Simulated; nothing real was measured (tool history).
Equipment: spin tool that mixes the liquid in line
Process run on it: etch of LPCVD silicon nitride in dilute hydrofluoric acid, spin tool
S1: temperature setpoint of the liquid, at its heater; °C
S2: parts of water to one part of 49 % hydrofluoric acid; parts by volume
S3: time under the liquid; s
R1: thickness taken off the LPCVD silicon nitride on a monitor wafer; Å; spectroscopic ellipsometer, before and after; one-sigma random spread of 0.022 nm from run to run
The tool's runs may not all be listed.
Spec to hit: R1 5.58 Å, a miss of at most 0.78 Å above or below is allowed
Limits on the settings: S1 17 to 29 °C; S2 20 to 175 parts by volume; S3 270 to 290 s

| run | day | S1 | S2 | S3 | R1 |
|---|---|---|---|---|---|
| 1 | 0 | 21 | 95 | 270 | 11.855 |
| 2 | 0.371 | 20.5 | 100 | 270 | 10.803 |
| 3 | 0.654 | 20 | 105 | 270 | 9.7374 |
| 4 | 0.912 | 20 | 105 | 290 | 10.902 |
| 5 | 1.238 | 20 | 75 | 290 | 14.18 |
| 6 | 1.554 | 19.5 | 85 | 285 | 12.457 |
| 7 | 1.654 | 19 | 95 | 285 | 11.157 |
| 8 | 1.904 | 18.5 | 105 | 285 | 8.7929 |
|  | 1.975 | hydrofluoric acid flow meter replaced |
| 9 | 1.975 | 18.5 | 110 | 285 | 8.5948 |
| 10 | 2.221 | 18.5 | 115 | 285 | 8.1487 |

Exercise: of the 5 proposed moves below, exactly one satisfies all targets within the stated allowed misses. Which move is it?
| A | 2.467 | 17.5 | 100 | 290 | ? |
| B | 2.467 | 20.5 | 85 | 290 | ? |
| C | 2.467 | 19 | 105 | 285 | ? |
| D | 2.467 | 19.5 | 175 | 285 | ? |
| E | 2.467 | 21.5 | 110 | 290 | ? |

| move | R1 |
|---|---|
| A | 8.6812 |
| B | 12.502 |
| C | 9.0237 |
| D | 5.6805 |
| E | 10.393 |
A: lands further from the targets than the last run did
B: lands further from the targets than the last run did
C: lands further from the targets than the last run did
D: hits every target within its allowed miss
E: lands further from the targets than the last run did
Answer: D

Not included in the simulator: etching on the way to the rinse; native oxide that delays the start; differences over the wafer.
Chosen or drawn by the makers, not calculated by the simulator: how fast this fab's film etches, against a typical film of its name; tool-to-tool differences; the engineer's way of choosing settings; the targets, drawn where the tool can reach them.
